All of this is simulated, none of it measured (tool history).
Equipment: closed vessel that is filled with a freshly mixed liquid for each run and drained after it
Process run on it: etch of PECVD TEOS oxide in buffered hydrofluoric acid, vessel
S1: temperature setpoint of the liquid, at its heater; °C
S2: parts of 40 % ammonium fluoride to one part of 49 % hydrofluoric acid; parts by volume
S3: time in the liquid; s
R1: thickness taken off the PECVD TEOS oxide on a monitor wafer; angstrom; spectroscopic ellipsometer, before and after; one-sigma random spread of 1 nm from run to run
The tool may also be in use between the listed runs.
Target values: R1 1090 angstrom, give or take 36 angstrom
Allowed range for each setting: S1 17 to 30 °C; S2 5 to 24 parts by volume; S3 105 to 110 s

{"run": 1, "hour": 0.0, "S1": 22, "S2": 14.5, "S3": 105, "R1": 962.97}
{"run": 2, "hour": 3.7, "S1": 22.5, "S2": 14.5, "S3": 105, "R1": 982.22}
{"run": 3, "hour": 11.3, "S1": 19.5, "S2": 14.5, "S3": 105, "R1": 813.82}
{"run": 4, "hour": 15.6, "S1": 18, "S2": 14.5, "S3": 105, "R1": 746.43}
{"run": 5, "hour": 19.6, "S1": 20, "S2": 14.5, "S3": 105, "R1": 848.56}
{"run": 6, "hour": 20.3, "S1": 20, "S2": 12.5, "S3": 105, "R1": 975.21}
{"run": 7, "hour": 23.7, "S1": 20.5, "S2": 12.5, "S3": 105, "R1": 1000.2}
{"run": 8, "hour": 28.8, "S1": 21, "S2": 12.5, "S3": 105, "R1": 1040.8}

Of the 4 settings listed for the next run, only one would bring every result within its allowed miss of target. Which one?
{"run": "A", "hour": 33.9, "S1": 21, "S2": 13.5, "S3": 105, "R1": "?"}
{"run": "B", "hour": 33.9, "S1": 17.5, "S2": 11.5, "S3": 110, "R1": "?"}
{"run": "C", "hour": 33.9, "S1": 20.5, "S2": 12.5, "S3": 105, "R1": "?"}
{"run": "D", "hour": 33.9, "S1": 22.5, "S2": 13, "S3": 105, "R1": "?"}

move=A R1=962.91
move=B R1=969.16
move=C R1=1009.8
move=D R1=1085.8
A: the biggest miss grows against the last run
B: the biggest miss grows against the last run
C: the biggest miss grows against the last run
D: every result lands within tolerance
D meets every target.
